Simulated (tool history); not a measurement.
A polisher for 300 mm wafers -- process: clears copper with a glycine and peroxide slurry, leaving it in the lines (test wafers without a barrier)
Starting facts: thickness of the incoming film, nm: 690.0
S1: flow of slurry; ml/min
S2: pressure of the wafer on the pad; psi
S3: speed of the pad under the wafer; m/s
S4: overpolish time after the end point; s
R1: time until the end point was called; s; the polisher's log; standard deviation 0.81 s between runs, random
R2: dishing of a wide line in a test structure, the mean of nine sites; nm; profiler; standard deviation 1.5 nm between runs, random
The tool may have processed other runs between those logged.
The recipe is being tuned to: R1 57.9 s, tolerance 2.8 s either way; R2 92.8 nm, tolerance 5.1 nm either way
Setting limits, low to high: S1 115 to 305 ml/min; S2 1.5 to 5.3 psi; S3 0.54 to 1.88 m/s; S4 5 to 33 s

run 1 day=0 | S1=195 S2=3.4 S3=1.2 S4=17 | R1=89.252 R2=82.09
run 2 day=0.108 | S1=195 S2=3.8 S3=1.22 S4=16 | R1=78.883 R2=83.612
run 3 day=0.246 | S1=195 S2=3.8 S3=1.22 S4=20 | R1=78.073 R2=98.413
run 4 day=0.55 | S1=195 S2=4.1 S3=1.22 S4=18 | R1=73.041 R2=100.25
run 5 day=0.592 | S1=200 S2=4.3 S3=1.24 S4=16 | R1=69.144 R2=94.218
run 6 day=0.9 | S1=200 S2=4.5 S3=1.26 S4=15 | R1=66.989 R2=91.907
run 7 day=1.042 | S1=200 S2=4.7 S3=1.26 S4=14 | R1=61.033 R2=91.31
run 8 day=1.1 | S1=200 S2=4.8 S3=1.26 S4=14 | R1=60.583 R2=95.108
run 9 day=1.35 | S1=200 S2=4.8 S3=1.26 S4=14 | R1=60.892 R2=91.731

Which single option among these 4 for the next run brings every result within its allowed miss of target? Just one does.
run A day=1.6 | S1=250 S2=5.2 S3=1.02 S4=16 | R1=? R2=?
run B day=1.6 | S1=155 S2=4.6 S3=1.22 S4=14 | R1=? R2=?
run C day=1.6 | S1=190 S2=4.7 S3=1.38 S4=13 | R1=? R2=?
run D day=1.6 | S1=200 S2=4.5 S3=1.24 S4=16 | R1=? R2=?

move=A R1=67.111 R2=97.559
move=B R1=69.189 R2=85.49
move=C R1=58.919 R2=91.055
move=D R1=66.696 R2=96.537
A: misses by more than the last run did
B: misses by more than the last run did
C: in spec on every target
D: misses by more than the last run did
Correct choice: C, which meets every target
